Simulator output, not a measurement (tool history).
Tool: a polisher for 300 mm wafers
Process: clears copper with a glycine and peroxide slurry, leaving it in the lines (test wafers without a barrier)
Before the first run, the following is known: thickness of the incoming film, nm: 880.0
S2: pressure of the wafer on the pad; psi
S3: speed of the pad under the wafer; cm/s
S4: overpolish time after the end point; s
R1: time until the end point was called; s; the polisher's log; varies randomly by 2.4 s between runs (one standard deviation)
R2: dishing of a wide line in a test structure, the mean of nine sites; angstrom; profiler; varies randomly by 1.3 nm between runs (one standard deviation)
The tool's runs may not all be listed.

Run 1, hour 0.0: flow of slurry (ml/min) 305, S2 2.9 psi, S3 110 cm/s, S4 17 s. Result: R1 123.210 s, R2 599.35 angstrom.
Run 2, hour 8.3: flow of slurry (ml/min) 305, S2 2.9 psi, S3 110 cm/s, S4 24 s. Result: R1 124.160 s, R2 719.96 angstrom.
Run 3, hour 9.3: flow of slurry (ml/min) 305, S2 2.9 psi, S3 136 cm/s, S4 24 s. Result: R1 106.520 s, R2 718.49 angstrom.
Run 4, hour 13.5: flow of slurry (ml/min) 305, S2 2.9 psi, S3 136 cm/s, S4 19 s. Result: R1 104.370 s, R2 684.55 angstrom.
Run 5, hour 21.9: flow of slurry (ml/min) 335, S2 2.9 psi, S3 136 cm/s, S4 19 s. Result: R1 103.070 s, R2 683.65 angstrom.
Run 6, hour 25.6: flow of slurry (ml/min) 335, S2 3.5 psi, S3 136 cm/s, S4 19 s. Result: R1 86.961 s, R2 744.91 angstrom.
Run 7, hour 34.5: flow of slurry (ml/min) 340, S2 3.0 psi, S3 132 cm/s, S4 22 s. Result: R1 101.260 s, R2 741.22 angstrom.
Run 8, hour 43.5: flow of slurry (ml/min) 325, S2 2.6 psi, S3 128 cm/s, S4 25 s. Result: R1 120.290 s, R2 734.97 angstrom.
Run 9, hour 45.1: flow of slurry (ml/min) 320, S2 2.3 psi, S3 126 cm/s, S4 26 s. Result: R1 133.170 s, R2 703.52 angstrom.
Run 10, hour 50.8: flow of slurry (ml/min) 315, S2 2.1 psi, S3 124 cm/s, S4 28 s. Result: R1 151.290 s, R2 705.57 angstrom.
Run 11, hour 59.3: flow of slurry (ml/min) 310, S2 2.0 psi, S3 124 cm/s, S4 29 s. Result: R1 152.120 s, R2 705.10 angstrom.
Run 12, hour 66.4: flow of slurry (ml/min) 310, S2 1.9 psi, S3 124 cm/s, S4 30 s. Result: R1 161.110 s, R2 710.34 angstrom.
Run 13, hour 74.7: flow of slurry (ml/min) 310, S2 1.9 psi, S3 124 cm/s, S4 30 s. Result: R1 161.000 s, R2 710.54 angstrom.

For run 14, what comes out?
Run 14, hour 76.4: flow of slurry (ml/min) 310, S2 1.6 psi, S3 122 cm/s, S4 31 s. Result: R1 ?, R2 ?.

{"run 14": {"R1": 184.26, "R2": 640.8}}

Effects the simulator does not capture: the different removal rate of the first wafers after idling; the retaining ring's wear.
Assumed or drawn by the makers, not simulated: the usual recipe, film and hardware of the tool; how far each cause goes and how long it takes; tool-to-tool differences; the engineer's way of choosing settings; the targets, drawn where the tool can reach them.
